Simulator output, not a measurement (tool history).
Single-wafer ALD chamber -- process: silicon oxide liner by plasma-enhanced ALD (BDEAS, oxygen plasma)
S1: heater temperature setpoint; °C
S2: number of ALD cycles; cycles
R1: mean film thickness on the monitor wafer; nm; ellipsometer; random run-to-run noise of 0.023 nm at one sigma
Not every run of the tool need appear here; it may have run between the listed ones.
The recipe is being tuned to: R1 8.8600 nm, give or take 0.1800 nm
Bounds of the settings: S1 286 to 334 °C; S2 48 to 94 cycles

run 1 day=0.000 | S1=310 S2=71 | R1=6.7252
run 2 day=0.150 | S1=310 S2=80 | R1=7.5643
run 3 day=0.458 | S1=310 S2=82 | R1=7.7742
run 4 day=0.779 | S1=310 S2=84 | R1=7.9737
run 5 day=0.958 | S1=310 S2=77 | R1=7.3233
run 6 day=1.083 | S1=301 S2=77 | R1=7.4248
run 7 day=1.312 | S1=300 S2=79 | R1=7.5979
run 8 day=1.592 | S1=300 S2=81 | R1=7.8391
run 9 day=1.833 | S1=300 S2=81 | R1=7.8326
run 10 day=2.017 | S1=300 S2=81 | R1=7.8467
run 11 day=2.388 | S1=299 S2=82 | R1=7.9397
run 12 day=2.696 | S1=299 S2=83 | R1=8.0602
run 13 day=3.025 | S1=299 S2=84 | R1=8.1653
run 14 day=3.271 | S1=299 S2=85 | R1=8.2959
run 15 day=3.550 | S1=299 S2=86 | R1=8.3082
run 16 day=3.667 | S1=299 S2=86 | R1=8.3323
run 17 day=3.688 | S1=299 S2=87 | R1=8.4600
run 18 day=3.775 | S1=299 S2=88 | R1=8.5449

Which single option among these 5 for the next run brings every result within its allowed miss of target? Just one does.
run A day=3.862 | S1=306 S2=89 | R1=?
run B day=3.862 | S1=299 S2=82 | R1=?
run C day=3.862 | S1=306 S2=92 | R1=?
run D day=3.862 | S1=293 S2=81 | R1=?
run E day=3.862 | S1=300 S2=84 | R1=?

move=A R1=8.5014
move=B R1=7.9661
move=C R1=8.7880
move=D R1=8.0639
move=E R1=8.1267
A: misses by more than the last run did
B: misses by more than the last run did
C: every result lands within tolerance
D: misses by more than the last run did
E: misses by more than the last run did
The move that meets every target is C.
